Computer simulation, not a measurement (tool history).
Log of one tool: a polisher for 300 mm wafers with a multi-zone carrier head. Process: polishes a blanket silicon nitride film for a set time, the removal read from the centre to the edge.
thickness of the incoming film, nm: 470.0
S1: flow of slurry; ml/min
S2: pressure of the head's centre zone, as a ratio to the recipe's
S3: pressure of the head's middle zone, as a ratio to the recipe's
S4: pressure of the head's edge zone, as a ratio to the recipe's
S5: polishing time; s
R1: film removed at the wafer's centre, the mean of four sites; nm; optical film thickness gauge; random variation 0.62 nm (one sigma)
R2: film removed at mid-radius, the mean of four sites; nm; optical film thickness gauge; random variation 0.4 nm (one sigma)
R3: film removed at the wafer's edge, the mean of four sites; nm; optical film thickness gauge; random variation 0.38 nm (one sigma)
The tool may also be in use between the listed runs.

run  hour   S1    S2    S3    S4  S5      R1      R2      R3
  1   0.0  170  1.00  1.00  1.00  34  78.017  78.933  77.160
  2   5.7  165  0.98  1.00  0.95  29  64.092  67.255  65.786
  3   7.5  165  0.99  1.02  0.92  25  56.819  58.226  54.350
  4   9.0  155  0.97  1.02  0.89  24  52.230  55.351  52.209
  5  17.1  145  0.97  1.03  0.86  23  51.097  52.950  48.614
  6  19.1  120  0.97  1.03  0.86  23  48.173  50.643  47.082
  7  23.1  115  0.96  1.03  0.85  23  48.215  50.545  46.115

Forecast run 8:
  8  25.8  110  0.95  1.03  0.85  23   ?   ?   ?

Run 8 gave R1 47.436 nm, R2 50.191 nm, R3 46.204 nm.

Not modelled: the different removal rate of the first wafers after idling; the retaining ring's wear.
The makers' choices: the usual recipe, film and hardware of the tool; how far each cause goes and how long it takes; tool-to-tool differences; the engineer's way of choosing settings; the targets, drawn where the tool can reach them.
